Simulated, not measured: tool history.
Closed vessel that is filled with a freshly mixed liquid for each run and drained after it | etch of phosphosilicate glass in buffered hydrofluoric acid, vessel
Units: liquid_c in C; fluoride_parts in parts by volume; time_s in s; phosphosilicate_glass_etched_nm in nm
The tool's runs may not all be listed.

| run | day | liquid_c | fluoride_parts | time_s | phosphosilicate_glass_etched_nm |
|---|---|---|---|---|---|
| 1 | 0.000 | 20.0 | 21.0 | 90 | 136.65 |
| 2 | 0.138 | 19.5 | 22.0 | 90 | 126.10 |
| 3 | 0.325 | 19.0 | 22.5 | 90 | 119.67 |
| 4 | 0.458 | 18.5 | 23.0 | 90 | 114.96 |
| 5 | 0.667 | 18.5 | 20.5 | 90 | 126.79 |
| 6 | 0.892 | 18.0 | 21.5 | 90 | 119.09 |
| 7 | 0.950 | 18.0 | 22.0 | 90 | 117.91 |
| 8 | 1.108 | 18.0 | 22.5 | 90 | 115.12 |
| 9 | 1.388 | 18.0 | 23.0 | 90 | 112.33 |

The next listed run, before its measurement:
| 10 | 1.567 | 18.0 | 23.5 | 90 | ? |

phosphosilicate_glass_etched_nm: 111.75 nm

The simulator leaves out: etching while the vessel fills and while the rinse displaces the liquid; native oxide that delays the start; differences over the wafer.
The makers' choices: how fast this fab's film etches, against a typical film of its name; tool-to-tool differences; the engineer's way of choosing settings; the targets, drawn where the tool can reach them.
